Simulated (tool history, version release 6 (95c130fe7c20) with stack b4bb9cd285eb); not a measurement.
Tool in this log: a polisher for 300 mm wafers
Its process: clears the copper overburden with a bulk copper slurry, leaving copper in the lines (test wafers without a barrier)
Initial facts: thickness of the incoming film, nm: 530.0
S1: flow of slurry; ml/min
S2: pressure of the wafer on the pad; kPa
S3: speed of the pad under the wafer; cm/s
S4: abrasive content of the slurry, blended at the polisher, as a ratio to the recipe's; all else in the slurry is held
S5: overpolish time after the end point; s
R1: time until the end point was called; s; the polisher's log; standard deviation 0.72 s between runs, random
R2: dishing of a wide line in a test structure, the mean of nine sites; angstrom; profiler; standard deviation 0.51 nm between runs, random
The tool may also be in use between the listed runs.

{"run": 1, "hour": 0.0, "S1": 270, "S2": 17.9, "S3": 84, "S4": 1, "S5": 26, "R1": 85.627, "R2": 441.7}
{"run": 2, "hour": 5.0, "S1": 270, "S2": 20, "S3": 90, "S4": 1, "S5": 23, "R1": 72.806, "R2": 445.96}
{"run": 3, "hour": 7.6, "S1": 270, "S2": 20, "S3": 90, "S4": 1, "S5": 29, "R1": 73.1, "R2": 458.78}
{"run": 4, "hour": 11.0, "S1": 270, "S2": 20, "S3": 90, "S4": 1.1, "S5": 29, "R1": 70.879, "R2": 467.81}
{"run": 5, "hour": 19.5, "S1": 270, "S2": 22.8, "S3": 90, "S4": 1.1, "S5": 29, "R1": 64.554, "R2": 471.35}
{"run": 6, "hour": 28.5, "S1": 270, "S2": 22.8, "S3": 90, "S4": 0.9, "S5": 29, "R1": 63.637, "R2": 473.41}
{"run": 7, "hour": 37.2, "S1": 270, "S2": 24.1, "S3": 96, "S4": 0.9, "S5": 28, "R1": 57.468, "R2": 491.74}
{"run": 8, "hour": 42.0, "S1": 275, "S2": 24.8, "S3": 102, "S4": 0.9, "S5": 24, "R1": 53.367, "R2": 490.01}

Predict the results of run 9:
{"run": 9, "hour": 45.0, "S1": 280, "S2": 27.6, "S3": 120, "S4": 0.95, "S5": 13, "R1": "?", "R2": "?"}

R1: 43.005 s
R2: 474.24 angstrom
